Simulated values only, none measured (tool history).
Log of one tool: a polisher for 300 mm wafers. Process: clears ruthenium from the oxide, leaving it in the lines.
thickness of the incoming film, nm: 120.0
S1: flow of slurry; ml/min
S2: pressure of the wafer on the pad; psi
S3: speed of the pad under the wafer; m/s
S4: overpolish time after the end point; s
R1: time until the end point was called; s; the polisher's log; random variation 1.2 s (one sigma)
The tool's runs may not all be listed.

run,hour,S1,S2,S3,S4,R1
1,0.0,300,2.1,1.00,4,131.16
2,2.1,300,2.1,1.00,3,129.08
3,5.3,300,2.1,0.88,3,146.53
4,8.8,300,2.4,0.90,3,128.98
5,15.4,335,2.4,0.90,3,126.81
6,21.4,335,2.4,0.90,4,132.37
7,22.7,335,2.6,0.94,4,113.77
8,26.0,335,2.8,0.94,4,106.73

Forecast run 9:
9,28.7,335,2.9,0.96,4,?

Run 9 gave R1 100.80 s.
